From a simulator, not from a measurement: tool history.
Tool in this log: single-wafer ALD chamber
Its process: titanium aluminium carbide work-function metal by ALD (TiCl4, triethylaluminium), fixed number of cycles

| run | hour | heater temperature setpoint (deg C) | triethylaluminium pulse time (s) | mean film thickness on the monitor wafer (angstrom) |
|---|---|---|---|---|
| 1 | 0.0 | 280 | 12.68 | 19.565 |
| 2 | 2.8 | 291 | 12.68 | 20.638 |
| 3 | 8.7 | 291 | 15.74 | 20.837 |
| 4 | 12.9 | 284 | 15.14 | 20.038 |
| 5 | 14.0 | 276 | 15.14 | 19.246 |
| 6 | 20.5 | 276 | 11.69 | 19.023 |

Run 7 comes next. What will it give?
| 7 | 27.0 | 273 | 11.47 | ? |

Run 7 yielded mean film thickness on the monitor wafer (angstrom) 18.966.

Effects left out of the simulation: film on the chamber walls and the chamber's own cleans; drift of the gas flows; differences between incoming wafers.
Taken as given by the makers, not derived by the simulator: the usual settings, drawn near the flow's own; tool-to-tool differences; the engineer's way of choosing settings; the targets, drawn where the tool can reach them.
